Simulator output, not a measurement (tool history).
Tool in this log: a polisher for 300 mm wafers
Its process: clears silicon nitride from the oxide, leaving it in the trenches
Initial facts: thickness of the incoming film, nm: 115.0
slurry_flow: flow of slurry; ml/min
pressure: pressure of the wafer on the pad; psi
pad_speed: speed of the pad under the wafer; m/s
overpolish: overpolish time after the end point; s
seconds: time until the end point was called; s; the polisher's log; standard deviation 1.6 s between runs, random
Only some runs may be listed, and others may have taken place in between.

{"run": 1, "hour": 0.0, "slurry_flow": 140, "pressure": 2.8, "pad_speed": 1.24, "overpolish": 15, "seconds": 87.554}
{"run": 2, "hour": 1.1, "slurry_flow": 135, "pressure": 2.5, "pad_speed": 1.24, "overpolish": 15, "seconds": 98.04}
{"run": 3, "hour": 4.6, "slurry_flow": 130, "pressure": 2.2, "pad_speed": 1.24, "overpolish": 15, "seconds": 108.26}
{"run": 4, "hour": 9.9, "slurry_flow": 130, "pressure": 2, "pad_speed": 1.24, "overpolish": 15, "seconds": 116.21}
{"run": 5, "hour": 17.0, "slurry_flow": 130, "pressure": 1.9, "pad_speed": 1.24, "overpolish": 15, "seconds": 120.56}
{"run": 6, "hour": 23.8, "slurry_flow": 130, "pressure": 1.9, "pad_speed": 1.52, "overpolish": 15, "seconds": 99.775}
{"run": 7, "hour": 26.3, "slurry_flow": 125, "pressure": 1.7, "pad_speed": 1.48, "overpolish": 15, "seconds": 112.46}

Expected results for the next run?
{"run": 8, "hour": 33.2, "slurry_flow": 120, "pressure": 1.6, "pad_speed": 1.46, "overpolish": 15, "seconds": "?"}

For run 8 the tool returned seconds 119.13 s.
